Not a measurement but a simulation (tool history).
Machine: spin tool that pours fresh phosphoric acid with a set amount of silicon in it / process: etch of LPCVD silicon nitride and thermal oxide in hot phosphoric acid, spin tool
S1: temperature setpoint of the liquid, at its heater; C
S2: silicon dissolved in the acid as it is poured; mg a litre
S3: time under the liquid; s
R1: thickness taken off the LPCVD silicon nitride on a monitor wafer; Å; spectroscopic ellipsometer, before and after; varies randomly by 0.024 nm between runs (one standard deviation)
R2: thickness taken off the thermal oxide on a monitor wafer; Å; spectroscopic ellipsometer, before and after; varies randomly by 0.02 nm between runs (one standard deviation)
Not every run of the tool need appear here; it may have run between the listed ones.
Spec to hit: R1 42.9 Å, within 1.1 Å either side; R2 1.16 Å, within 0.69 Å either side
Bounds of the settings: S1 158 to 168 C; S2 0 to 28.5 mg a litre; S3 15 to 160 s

{"run": 1, "hour": 0.0, "S1": 163, "S2": 12.5, "S3": 80, "R1": 67.34, "R2": 2.0844}
{"run": 2, "hour": 4.0, "S1": 164, "S2": 12.5, "S3": 80, "R1": 70.124, "R2": 2.9122}
{"run": 3, "hour": 10.6, "S1": 164, "S2": 12.5, "S3": 60, "R1": 52.506, "R2": 1.7822}
{"run": 4, "hour": 19.2, "S1": 164, "S2": 18, "S3": 60, "R1": 52.279, "R2": 1.3464}
{"run": 5, "hour": 20.1, "S1": 164, "S2": 18, "S3": 25, "R1": 22.101, "R2": 0.66828}
{"run": 6, "hour": 21.8, "S1": 165.5, "S2": 18, "S3": 25, "R1": 22.834, "R2": 0.45926}
{"run": 7, "hour": 28.0, "S1": 164.5, "S2": 14.5, "S3": 65, "R1": 58.265, "R2": 2.0439}
{"run": 8, "hour": 34.7, "S1": 163.5, "S2": 14.5, "S3": 65, "R1": 55.874, "R2": 1.4467}
{"run": 9, "hour": 42.1, "S1": 163.5, "S2": 14.5, "S3": 60, "R1": 51.491, "R2": 0.83833}
{"run": 10, "hour": 50.1, "S1": 164, "S2": 14.5, "S3": 60, "R1": 52.048, "R2": 1.7513}
{"run": 11, "hour": 54.1, "S1": 163.5, "S2": 14, "S3": 60, "R1": 51.834, "R2": 1.1475}
{"run": 12, "hour": 63.1, "S1": 164, "S2": 17, "S3": 60, "R1": 52.22, "R2": 1.0181}
{"run": 13, "hour": 64.4, "S1": 161.5, "S2": 9, "S3": 50, "R1": 40.138, "R2": 1.2559}
{"run": 14, "hour": 66.0, "S1": 162, "S2": 10, "S3": 50, "R1": 40.995, "R2": 1.2286}

Consider the 4 candidate settings below. Which is the only one whose results all fall within their allowed miss of target?
{"run": "A", "hour": 67.6, "S1": 161.5, "S2": 8.5, "S3": 50, "R1": "?", "R2": "?"}
{"run": "B", "hour": 67.6, "S1": 160.5, "S2": 13, "S3": 55, "R1": "?", "R2": "?"}
{"run": "C", "hour": 67.6, "S1": 161, "S2": 10, "S3": 50, "R1": "?", "R2": "?"}
{"run": "D", "hour": 67.6, "S1": 162, "S2": 11.5, "S3": 50, "R1": "?", "R2": "?"}

move=A R1=40.156 R2=1.0061
move=B R1=42.719 R2=0.92857
move=C R1=39.491 R2=0.93847
move=D R1=40.83 R2=0.97647
A: moves away from the targets compared with the last run
B: every result lands within tolerance
C: moves away from the targets compared with the last run
D: moves away from the targets compared with the last run
The right move is B.
